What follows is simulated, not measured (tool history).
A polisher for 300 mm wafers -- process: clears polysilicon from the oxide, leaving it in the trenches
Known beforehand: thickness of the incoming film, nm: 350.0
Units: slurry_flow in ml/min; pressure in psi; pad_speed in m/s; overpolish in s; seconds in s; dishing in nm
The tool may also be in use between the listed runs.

{"run": 1, "hour": 0.0, "slurry_flow": 245, "pressure": 2.7, "pad_speed": 0.96, "overpolish": 9, "seconds": 24.375, "dishing": 36.751}
{"run": 2, "hour": 5.5, "slurry_flow": 205, "pressure": 2.7, "pad_speed": 0.96, "overpolish": 9, "seconds": 25.469, "dishing": 36.856}
{"run": 3, "hour": 13.5, "slurry_flow": 180, "pressure": 2.7, "pad_speed": 0.96, "overpolish": 9, "seconds": 26.26, "dishing": 37.397}
{"run": 4, "hour": 16.8, "slurry_flow": 180, "pressure": 2.7, "pad_speed": 0.96, "overpolish": 11, "seconds": 25.673, "dishing": 36.531}
{"run": 5, "hour": 18.9, "slurry_flow": 220, "pressure": 2.4, "pad_speed": 0.92, "overpolish": 12, "seconds": 27.692, "dishing": 36.767}
{"hour": 26.3, "done": "head pressure recalibrated"}
{"run": 6, "hour": 26.3, "slurry_flow": 220, "pressure": 2.4, "pad_speed": 0.82, "overpolish": 12, "seconds": 32.823, "dishing": 35.59}
{"run": 7, "hour": 34.3, "slurry_flow": 250, "pressure": 2.4, "pad_speed": 0.78, "overpolish": 10, "seconds": 33.615, "dishing": 35.107}
{"run": 8, "hour": 42.0, "slurry_flow": 275, "pressure": 2.3, "pad_speed": 0.76, "overpolish": 9, "seconds": 36.243, "dishing": 33.066}
{"run": 9, "hour": 49.4, "slurry_flow": 295, "pressure": 2.2, "pad_speed": 0.78, "overpolish": 8, "seconds": 36.045, "dishing": 32.72}
{"run": 10, "hour": 55.2, "slurry_flow": 310, "pressure": 2.0, "pad_speed": 0.8, "overpolish": 7, "seconds": 37.129, "dishing": 31.578}
{"run": 11, "hour": 58.0, "slurry_flow": 380, "pressure": 1.3, "pad_speed": 0.88, "overpolish": 3, "seconds": 43.584, "dishing": 17.482}
{"run": 12, "hour": 60.8, "slurry_flow": 375, "pressure": 1.3, "pad_speed": 0.88, "overpolish": 3, "seconds": 43.405, "dishing": 17.926}

Predict the results of run 13:
{"run": 13, "hour": 61.5, "slurry_flow": 370, "pressure": 1.3, "pad_speed": 0.88, "overpolish": 3, "seconds": "?", "dishing": "?"}

Run 13 produced seconds 43.003 s, dishing 18.172 nm.

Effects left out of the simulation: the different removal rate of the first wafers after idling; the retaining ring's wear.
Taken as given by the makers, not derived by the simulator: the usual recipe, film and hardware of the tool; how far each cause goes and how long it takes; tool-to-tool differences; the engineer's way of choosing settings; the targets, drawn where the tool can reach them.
